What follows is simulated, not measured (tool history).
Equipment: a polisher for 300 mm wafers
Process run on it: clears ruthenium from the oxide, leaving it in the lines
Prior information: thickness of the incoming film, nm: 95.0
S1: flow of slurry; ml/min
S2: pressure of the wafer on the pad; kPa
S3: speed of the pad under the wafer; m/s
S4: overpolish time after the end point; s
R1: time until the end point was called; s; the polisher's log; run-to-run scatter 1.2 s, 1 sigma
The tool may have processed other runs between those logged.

run	hour	S1	S2	S3	S4	R1
1	0	300	11.7	1.18	41	104.46
2	7	300	9	1.18	41	137.38
3	14.2	300	7.6	1.18	41	161.29
4	19.6	300	9	1.2	41	134.68
5	24.5	300	10.3	1.22	41	119.33
6	28.3	365	10.3	1.22	41	116.63
7	31.3	365	11	1.24	41	107.21
8	32	365	14.5	1.34	41	74.98

What does the tool deliver on the next run?
9	37.9	365	15.9	1.36	41	?

R1: 69.876 s
